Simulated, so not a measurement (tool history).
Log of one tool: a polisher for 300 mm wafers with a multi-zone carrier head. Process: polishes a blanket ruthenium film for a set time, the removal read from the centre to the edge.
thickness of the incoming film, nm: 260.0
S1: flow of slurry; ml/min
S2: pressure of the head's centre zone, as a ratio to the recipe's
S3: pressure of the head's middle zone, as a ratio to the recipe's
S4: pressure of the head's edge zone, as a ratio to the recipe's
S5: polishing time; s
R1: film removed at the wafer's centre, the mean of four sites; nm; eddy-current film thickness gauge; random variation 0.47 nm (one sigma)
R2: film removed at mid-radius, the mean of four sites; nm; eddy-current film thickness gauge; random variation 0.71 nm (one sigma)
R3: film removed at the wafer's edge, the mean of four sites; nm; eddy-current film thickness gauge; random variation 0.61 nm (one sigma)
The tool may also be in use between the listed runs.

Run 1, hour 0: S1 315 ml/min, S2 1, S3 1, S4 1, S5 52 s. Result: R1 57.916 nm, R2 57.792 nm, R3 57.762 nm.
Run 2, hour 5.2: S1 315 ml/min, S2 1, S3 0.96, S4 1, S5 52 s. Result: R1 58.097 nm, R2 56.644 nm, R3 57.69 nm.
Run 3, hour 12.8: S1 325 ml/min, S2 0.99, S3 1, S4 1.01, S5 54 s. Result: R1 59.205 nm, R2 60.209 nm, R3 60.655 nm.
Run 4, hour 13.4: S1 400 ml/min, S2 0.99, S3 1, S4 1.01, S5 54 s. Result: R1 60.713 nm, R2 61.775 nm, R3 62.292 nm.
Run 5, hour 21.5: S1 405 ml/min, S2 0.98, S3 1.03, S4 1.02, S5 55 s. Result: R1 61.271 nm, R2 63.723 nm, R3 63.72 nm.
Run 6, hour 23.9: S1 460 ml/min, S2 0.98, S3 1.03, S4 1.02, S5 55 s. Result: R1 62.306 nm, R2 64.568 nm, R3 64.377 nm.
Run 7, hour 30.5: S1 455 ml/min, S2 0.94, S3 1.13, S4 1.11, S5 62 s. Result: R1 67.17 nm, R2 78.596 nm, R3 76.227 nm.

The next listed run, before its measurement:
Run 8, hour 37.8: S1 455 ml/min, S2 0.94, S3 1.14, S4 1.1, S5 62 s. Result: R1 ?, R2 ?, R3 ?.

Run 8 gave R1 66.151 nm, R2 77.831 nm, R3 74.991 nm.
